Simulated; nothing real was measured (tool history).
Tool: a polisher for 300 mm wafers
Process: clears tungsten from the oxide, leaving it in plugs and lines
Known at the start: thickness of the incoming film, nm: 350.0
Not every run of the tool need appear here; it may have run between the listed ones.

| run | day | flow of slurry (ml/min) | pressure of the wafer on the pad (kPa) | speed of the pad under the wafer (cm/s) | abrasive content of the slurry | overpolish time after the end point (s) | time until the end point was called (s) |
|---|---|---|---|---|---|---|---|
| 1 | 0 | 200 | 30.3 | 136 | 1 | 29 | 52.531 |
| 2 | 0.038 | 200 | 30.3 | 136 | 1 | 31 | 52.008 |
| 3 | 0.112 | 200 | 30.3 | 136 | 1 | 29 | 53.071 |
| 4 | 0.2 | 200 | 30.3 | 136 | 0.9 | 29 | 53.195 |
| 5 | 0.383 | 200 | 30.3 | 136 | 0.9 | 29 | 52.908 |
| 6 | 0.625 | 195 | 25.5 | 126 | 0.9 | 29 | 68.622 |
| 7 | 0.725 | 190 | 22.1 | 122 | 0.9 | 29 | 81.249 |

What does the tool deliver on the next run?
| 8 | 0.971 | 185 | 19.3 | 120 | 0.9 | 29 | ? |

{"run 8": {"time until the end point was called (s)": 94.214}}
